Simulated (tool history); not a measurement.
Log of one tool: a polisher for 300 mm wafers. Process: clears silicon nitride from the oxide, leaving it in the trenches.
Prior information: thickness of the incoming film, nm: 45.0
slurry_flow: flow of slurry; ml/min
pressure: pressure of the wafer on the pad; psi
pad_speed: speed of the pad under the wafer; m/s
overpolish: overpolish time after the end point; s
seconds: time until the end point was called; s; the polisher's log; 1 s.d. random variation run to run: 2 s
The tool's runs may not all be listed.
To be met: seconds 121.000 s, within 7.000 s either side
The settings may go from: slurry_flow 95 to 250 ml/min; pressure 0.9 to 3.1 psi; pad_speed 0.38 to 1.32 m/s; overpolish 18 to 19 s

{"run": 1, "hour": 0.0, "slurry_flow": 160, "pressure": 2.0, "pad_speed": 0.84, "overpolish": 18, "seconds": 86.231}
{"run": 2, "hour": 5.5, "slurry_flow": 160, "pressure": 2.0, "pad_speed": 0.84, "overpolish": 18, "seconds": 86.722}
{"run": 3, "hour": 10.1, "slurry_flow": 160, "pressure": 1.8, "pad_speed": 0.84, "overpolish": 18, "seconds": 97.585}
{"run": 4, "hour": 17.5, "slurry_flow": 160, "pressure": 1.7, "pad_speed": 0.84, "overpolish": 18, "seconds": 102.82}
{"run": 5, "hour": 23.5, "slurry_flow": 160, "pressure": 2.0, "pad_speed": 0.84, "overpolish": 18, "seconds": 87.501}
{"run": 6, "hour": 30.3, "slurry_flow": 160, "pressure": 2.5, "pad_speed": 0.84, "overpolish": 18, "seconds": 72.937}
{"run": 7, "hour": 34.0, "slurry_flow": 160, "pressure": 2.2, "pad_speed": 0.82, "overpolish": 18, "seconds": 82.708}
{"run": 8, "hour": 43.0, "slurry_flow": 160, "pressure": 2.0, "pad_speed": 0.8, "overpolish": 18, "seconds": 91.165}
{"run": 9, "hour": 47.2, "slurry_flow": 160, "pressure": 1.8, "pad_speed": 0.78, "overpolish": 18, "seconds": 99.88}
{"run": 10, "hour": 53.2, "slurry_flow": 160, "pressure": 1.7, "pad_speed": 0.76, "overpolish": 18, "seconds": 111.44}
{"run": 11, "hour": 61.5, "slurry_flow": 160, "pressure": 1.7, "pad_speed": 0.76, "overpolish": 18, "seconds": 109.52}

Which single option among these 5 for the next run brings every result within its allowed miss of target? Just one does.
{"run": "A", "hour": 69.8, "slurry_flow": 160, "pressure": 1.4, "pad_speed": 0.88, "overpolish": 18, "seconds": "?"}
{"run": "B", "hour": 69.8, "slurry_flow": 135, "pressure": 1.4, "pad_speed": 0.78, "overpolish": 18, "seconds": "?"}
{"run": "C", "hour": 69.8, "slurry_flow": 150, "pressure": 1.8, "pad_speed": 0.78, "overpolish": 18, "seconds": "?"}
{"run": "D", "hour": 69.8, "slurry_flow": 145, "pressure": 1.6, "pad_speed": 0.64, "overpolish": 19, "seconds": "?"}
{"run": "E", "hour": 69.8, "slurry_flow": 115, "pressure": 1.5, "pad_speed": 0.7, "overpolish": 18, "seconds": "?"}

move=A seconds=120.480
move=B seconds=137.330
move=C seconds=104.870
move=D seconds=135.890
move=E seconds=145.620
A: each result inside its tolerance
B: takes the result that was furthest off past its target
C: further off than the last run
D: takes the result that was furthest off past its target
E: takes the result that was furthest off past its target
So the answer is move A, the one that meets all the targets.
